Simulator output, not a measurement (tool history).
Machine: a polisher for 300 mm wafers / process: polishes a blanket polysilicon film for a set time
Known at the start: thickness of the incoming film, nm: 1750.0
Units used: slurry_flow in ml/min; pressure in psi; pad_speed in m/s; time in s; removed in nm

| run | hour | slurry_flow | pressure | pad_speed | time | removed |
|---|---|---|---|---|---|---|
| 1 | 0 | 240 | 2.4 | 0.86 | 58 | 371.32 |
| 2 | 3.5 | 240 | 2.5 | 0.86 | 58 | 400.57 |
| 3 | 6.2 | 240 | 2.5 | 0.86 | 61 | 410.62 |
| 4 | 12.3 | 240 | 2.6 | 0.86 | 61 | 427.48 |
| 5 | 18.8 | 240 | 2.7 | 0.86 | 61 | 433.42 |
| 6 | 21.8 | 240 | 2.8 | 0.86 | 61 | 457.61 |

Run 7 is up next; what results do you expect?
| 7 | 26.9 | 240 | 2.8 | 0.86 | 61 | ? |

removed: 456.81 nm
